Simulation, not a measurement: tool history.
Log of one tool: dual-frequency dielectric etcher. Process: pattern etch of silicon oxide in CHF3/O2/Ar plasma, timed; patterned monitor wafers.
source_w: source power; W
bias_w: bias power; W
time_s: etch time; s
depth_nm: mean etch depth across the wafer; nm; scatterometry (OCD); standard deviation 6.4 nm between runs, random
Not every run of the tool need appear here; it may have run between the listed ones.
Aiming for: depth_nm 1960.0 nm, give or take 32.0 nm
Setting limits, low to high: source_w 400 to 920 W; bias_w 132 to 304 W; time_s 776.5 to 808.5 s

| run | hour | source_w | bias_w | time_s | depth_nm |
|---|---|---|---|---|---|
| 1 | 0.0 | 660 | 218 | 776.5 | 1812.6 |
| 2 | 3.9 | 660 | 234 | 776.5 | 1851.9 |
| 3 | 11.0 | 680 | 235 | 776.5 | 1884.4 |
| 4 | 18.5 | 800 | 235 | 776.5 | 2039.9 |
| 5 | 22.1 | 860 | 235 | 776.5 | 2107.6 |
| 6 | 23.0 | 800 | 235 | 776.5 | 2045.1 |
| 7 | 29.3 | 780 | 234 | 776.5 | 1997.3 |
| 8 | 34.8 | 770 | 234 | 776.5 | 1999.7 |

5 next moves are on the table. One of them brings every result within its allowed miss. Which?
| A | 40.3 | 800 | 219 | 784.0 | ? |
| B | 40.3 | 740 | 240 | 794.0 | ? |
| C | 40.3 | 740 | 274 | 780.5 | ? |
| D | 40.3 | 770 | 260 | 776.5 | ? |
| E | 40.3 | 720 | 218 | 799.0 | ? |

| move | depth_nm |
|---|---|
| A | 2023.6 |
| B | 2017.3 |
| C | 2051.1 |
| D | 2052.4 |
| E | 1956.3 |
A: lands further from the targets than the last run did
B: lands further from the targets than the last run did
C: lands further from the targets than the last run did
D: lands further from the targets than the last run did
E: all results in spec
Move E is the one to make.
